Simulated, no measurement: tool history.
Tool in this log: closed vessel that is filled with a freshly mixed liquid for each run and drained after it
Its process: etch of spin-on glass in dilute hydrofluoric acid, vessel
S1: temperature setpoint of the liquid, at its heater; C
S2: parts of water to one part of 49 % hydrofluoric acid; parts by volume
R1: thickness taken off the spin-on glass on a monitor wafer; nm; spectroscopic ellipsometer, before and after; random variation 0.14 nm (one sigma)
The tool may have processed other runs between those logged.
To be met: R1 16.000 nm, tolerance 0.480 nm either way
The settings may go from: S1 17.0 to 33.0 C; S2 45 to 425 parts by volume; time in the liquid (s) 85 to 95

Run 1, hour 0.0: S1 25.0 C, S2 235 parts by volume, time in the liquid (s) 85. Result: R1 18.774 nm.
Run 2, hour 1.7: S1 24.5 C, S2 235 parts by volume, time in the liquid (s) 85. Result: R1 18.372 nm.
Run 3, hour 4.1: S1 24.5 C, S2 300 parts by volume, time in the liquid (s) 85. Result: R1 13.426 nm.
Run 4, hour 11.5: S1 24.5 C, S2 335 parts by volume, time in the liquid (s) 85. Result: R1 11.844 nm.
Run 5, hour 20.6: S1 28.0 C, S2 335 parts by volume, time in the liquid (s) 85. Result: R1 13.200 nm.
At hour 24.8: thermometer replaced.
Run 6, hour 24.8: S1 28.0 C, S2 335 parts by volume, time in the liquid (s) 85. Result: R1 12.678 nm.
Run 7, hour 30.5: S1 28.5 C, S2 330 parts by volume, time in the liquid (s) 85. Result: R1 13.022 nm.
Run 8, hour 36.8: S1 29.0 C, S2 325 parts by volume, time in the liquid (s) 85. Result: R1 13.622 nm.
Run 9, hour 44.4: S1 29.5 C, S2 320 parts by volume, time in the liquid (s) 85. Result: R1 14.297 nm.

Pick the move, out of 4, that brings all results within their allowed miss; only one does.
Run A, hour 52.0: S1 26.5 C, S2 285 parts by volume, time in the liquid (s) 90. Result: R1 ?.
Run B, hour 52.0: S1 33.0 C, S2 330 parts by volume, time in the liquid (s) 95. Result: R1 ?.
Run C, hour 52.0: S1 32.5 C, S2 350 parts by volume, time in the liquid (s) 90. Result: R1 ?.
Run D, hour 52.0: S1 27.5 C, S2 320 parts by volume, time in the liquid (s) 95. Result: R1 ?.

move      R1
   A  15.939
   B  17.054
   C  14.675
   D  14.943
A: hits every target within its allowed miss
B: takes the result that was furthest off past its target
C: better than the last run, though not everything is in spec
D: better than the last run, though not everything is in spec
The move that meets every target is A.

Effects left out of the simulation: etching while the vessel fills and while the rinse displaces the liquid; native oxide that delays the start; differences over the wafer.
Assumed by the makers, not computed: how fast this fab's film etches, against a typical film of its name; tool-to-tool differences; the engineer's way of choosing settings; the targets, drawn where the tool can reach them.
